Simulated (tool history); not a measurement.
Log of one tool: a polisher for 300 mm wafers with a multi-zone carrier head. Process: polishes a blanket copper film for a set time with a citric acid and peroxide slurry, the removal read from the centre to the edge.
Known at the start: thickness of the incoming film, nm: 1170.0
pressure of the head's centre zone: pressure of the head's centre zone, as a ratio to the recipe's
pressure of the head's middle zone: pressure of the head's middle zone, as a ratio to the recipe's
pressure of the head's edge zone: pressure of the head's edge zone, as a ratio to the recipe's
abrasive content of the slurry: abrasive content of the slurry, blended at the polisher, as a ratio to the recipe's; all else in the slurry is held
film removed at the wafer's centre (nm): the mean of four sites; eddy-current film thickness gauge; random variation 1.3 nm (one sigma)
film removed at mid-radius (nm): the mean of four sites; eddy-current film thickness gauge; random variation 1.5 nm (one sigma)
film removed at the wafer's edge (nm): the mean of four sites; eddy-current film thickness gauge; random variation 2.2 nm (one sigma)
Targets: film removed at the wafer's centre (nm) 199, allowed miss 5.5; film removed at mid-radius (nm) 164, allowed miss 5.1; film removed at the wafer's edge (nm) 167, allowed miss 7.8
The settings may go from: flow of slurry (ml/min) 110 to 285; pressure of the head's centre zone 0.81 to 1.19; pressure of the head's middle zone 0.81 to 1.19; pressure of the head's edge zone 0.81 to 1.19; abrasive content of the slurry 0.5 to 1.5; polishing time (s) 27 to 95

run  hour  flow of slurry (ml/min)  pressure of the head's centre zone  pressure of the head's middle zone  pressure of the head's edge zone  abrasive content of the slurry  polishing time (s)  film removed at the wafer's centre (nm)  film removed at mid-radius (nm)  film removed at the wafer's edge (nm)
  1     0                      180                                   1                                   1                                 1                               1                  61                                   140.02                           146.47                                 138.39
  2   4.5                      180                                   1                                   1                              1.05                               1                  61                                   142.14                           145.51                                 139.72
  3   9.8                      180                                1.08                                   1                              1.05                               1                  61                                   151.99                           145.84                                 139.18
  4  17.9                      190                                1.09                                0.99                              1.07                            1.05                  61                                   155.52                           145.45                                  143.9
  5  25.6                      190                                1.16                                0.99                              1.07                            1.05                  61                                   166.01                           149.15                                 144.66
  6  28.7                      200                                1.16                                0.98                              1.06                             1.1                  61                                   169.72                           148.92                                 145.73
  7  31.3                      210                                1.16                                0.98                              1.07                            1.15                  61                                   172.27                           149.65                                  146.8
  8  39.7                      215                                1.16                                0.98                              1.08                             1.2                  61                                   174.86                           152.21                                 152.08
  9  40.5                      220                                1.16                                0.98                              1.08                            1.25                  61                                   175.08                           153.94                                 157.28
 10  43.9                      260                                1.19                                0.94                              0.98                             1.3                  65                                   195.87                           163.52                                  160.3

Which of these 5 next moves meets every target?
  A  47.3                      265                                1.19                                0.96                              0.94                            1.25                  63                                        ?                                ?                                      ?
  B  47.3                      250                                1.06                                0.87                              1.07                             1.4                  71                                        ?                                ?                                      ?
  C  47.3                      240                                1.19                                0.96                              0.94                             1.4                  63                                        ?                                ?                                      ?
  D  47.3                      280                                1.19                                0.95                              1.04                             1.5                  63                                        ?                                ?                                      ?
  E  47.3                      250                                1.12                                0.98                              0.99                             1.3                  66                                        ?                                ?                                      ?

move  film removed at the wafer's centre (nm)  film removed at mid-radius (nm)  film removed at the wafer's edge (nm)
   A                                   189.47                           158.97                                 153.11
   B                                   194.32                           170.88                                 187.43
   C                                   191.82                           161.12                                 155.56
   D                                   197.95                           164.81                                 167.64
   E                                   187.61                           169.31                                 164.96
A: further off than the last run
B: takes the result that was furthest off past its target
C: further off than the last run
D: meets every target
E: brings the result that was furthest off to its target, and leaves another outside
Move D is the one to make.
